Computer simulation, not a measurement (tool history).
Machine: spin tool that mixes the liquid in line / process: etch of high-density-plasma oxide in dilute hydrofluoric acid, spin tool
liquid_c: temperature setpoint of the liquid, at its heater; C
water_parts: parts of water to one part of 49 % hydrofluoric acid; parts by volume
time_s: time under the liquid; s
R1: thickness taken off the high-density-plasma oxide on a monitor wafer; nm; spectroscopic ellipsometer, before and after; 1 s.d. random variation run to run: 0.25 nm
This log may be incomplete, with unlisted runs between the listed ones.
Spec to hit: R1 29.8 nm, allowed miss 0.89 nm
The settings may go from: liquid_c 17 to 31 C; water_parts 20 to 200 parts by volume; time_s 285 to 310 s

run 1 hour=0 | liquid_c=23 water_parts=110 time_s=285 | R1=15.918
run 2 hour=3 | liquid_c=24 water_parts=105 time_s=285 | R1=17.567
run 3 hour=5.8 | liquid_c=25 water_parts=100 time_s=285 | R1=19.247
run 4 hour=9.8 | liquid_c=28 water_parts=100 time_s=285 | R1=21.98
run 5 hour=18.2 | liquid_c=28 water_parts=125 time_s=285 | R1=16.89
run 6 hour=24.1 | liquid_c=28.5 water_parts=120 time_s=285 | R1=17.827
run 7 hour=31.2 | liquid_c=29 water_parts=115 time_s=285 | R1=19.175
-- hour=32.5 hydrofluoric acid flow meter replaced
run 8 hour=32.5 | liquid_c=29.5 water_parts=110 time_s=285 | R1=23.603
run 9 hour=34.5 | liquid_c=31 water_parts=100 time_s=285 | R1=27.586

Pick the move, out of 4, that brings all results within their allowed miss; only one does.
run A hour=36.5 | liquid_c=31 water_parts=105 time_s=300 | R1=?
run B hour=36.5 | liquid_c=29.5 water_parts=90 time_s=310 | R1=?
run C hour=36.5 | liquid_c=30.5 water_parts=100 time_s=310 | R1=?
run D hour=36.5 | liquid_c=29.5 water_parts=100 time_s=285 | R1=?

move=A R1=27.292
move=B R1=31.776
move=C R1=29.276
move=D R1=25.924
A: misses by more than the last run did
B: moves the result that the last run missed by most past its target, out the other side
C: meets every target
D: misses by more than the last run did
The move that meets every target is C.

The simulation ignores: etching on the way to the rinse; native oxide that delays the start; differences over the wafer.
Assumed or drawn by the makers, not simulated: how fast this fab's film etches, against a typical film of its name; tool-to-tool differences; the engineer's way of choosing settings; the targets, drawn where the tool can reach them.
